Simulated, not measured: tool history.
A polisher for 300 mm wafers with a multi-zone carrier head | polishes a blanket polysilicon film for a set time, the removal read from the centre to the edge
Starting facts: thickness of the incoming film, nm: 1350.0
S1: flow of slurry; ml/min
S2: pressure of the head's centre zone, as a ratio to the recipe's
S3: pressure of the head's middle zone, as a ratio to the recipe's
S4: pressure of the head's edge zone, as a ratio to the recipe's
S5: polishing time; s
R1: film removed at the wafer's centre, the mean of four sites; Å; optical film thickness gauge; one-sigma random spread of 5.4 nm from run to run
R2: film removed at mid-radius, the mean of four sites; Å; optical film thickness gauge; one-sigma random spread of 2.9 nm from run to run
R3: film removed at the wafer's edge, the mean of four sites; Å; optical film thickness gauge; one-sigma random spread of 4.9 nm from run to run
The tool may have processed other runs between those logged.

run,day,S1,S2,S3,S4,S5,R1,R2,R3
1,0.000,195,1.00,1.00,1.00,59,3446.6,3542.6,3696.2
2,0.050,205,1.03,0.99,1.05,62,3751.1,3751.2,3937.9
3,0.321,205,1.03,0.99,1.13,62,3763.6,3740.6,4070.2
4,0.562,180,1.03,0.99,1.13,62,3612.3,3584.4,4032.8
5,0.838,180,1.03,1.03,1.13,62,3639.1,3772.5,4016.2
6,1.208,180,1.03,1.11,1.13,62,3738.6,3986.4,4048.5

Run 7, settings as shown, results not yet in. Your forecast:
# day 1.446: slurry nozzle cleaned
7,1.446,185,1.05,1.05,1.15,65,?,?,?

Run 7 yielded R1 4229.7 Å, R2 4306.9 Å, R3 4398.6 Å.
